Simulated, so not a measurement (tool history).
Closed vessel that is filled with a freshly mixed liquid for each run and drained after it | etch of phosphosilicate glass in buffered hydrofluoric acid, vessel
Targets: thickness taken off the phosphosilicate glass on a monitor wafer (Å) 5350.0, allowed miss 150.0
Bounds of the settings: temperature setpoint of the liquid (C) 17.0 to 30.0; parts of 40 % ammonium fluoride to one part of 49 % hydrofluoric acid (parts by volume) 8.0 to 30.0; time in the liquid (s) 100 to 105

run  hour  temperature setpoint of the liquid (C)  parts of 40 % ammonium fluoride to one part of 49 % hydrofluoric acid (parts by volume)  time in the liquid (s)  thickness taken off the phosphosilicate glass on a monitor wafer (Å)
  1   0.0                                    22.0                                                                                     22.5                     100                                                                3610.0
  2   5.0                                    24.0                                                                                     22.5                     100                                                                4019.5
  3   8.8                                    21.0                                                                                     22.5                     100                                                                3372.9
  4  11.0                                    23.0                                                                                     22.5                     100                                                                3843.5
  5  18.4                                    23.0                                                                                     22.5                     100                                                                3759.5
  6  22.8                                    25.0                                                                                     22.5                     100                                                                4174.1
     31.7  -- hydrofluoric acid flow meter replaced
  7  31.7                                    29.0                                                                                     22.0                     100                                                                5661.8
  8  38.4                                    28.5                                                                                     22.0                     100                                                                5574.6

Which of these 4 next moves meets every target?
  A  45.1                                    26.0                                                                                     20.5                     105                                                                     ?
  B  45.1                                    24.0                                                                                     16.5                     105                                                                     ?
  C  45.1                                    29.0                                                                                     22.0                     105                                                                     ?
  D  45.1                                    30.0                                                                                     24.5                     105                                                                     ?

move  thickness taken off the phosphosilicate glass on a monitor wafer (Å)
   A                                                                5319.0
   B                                                                5865.2
   C                                                                5951.9
   D                                                                5831.0
A: meets every target
B: further off than the last run
C: further off than the last run
D: further off than the last run
Answer: A
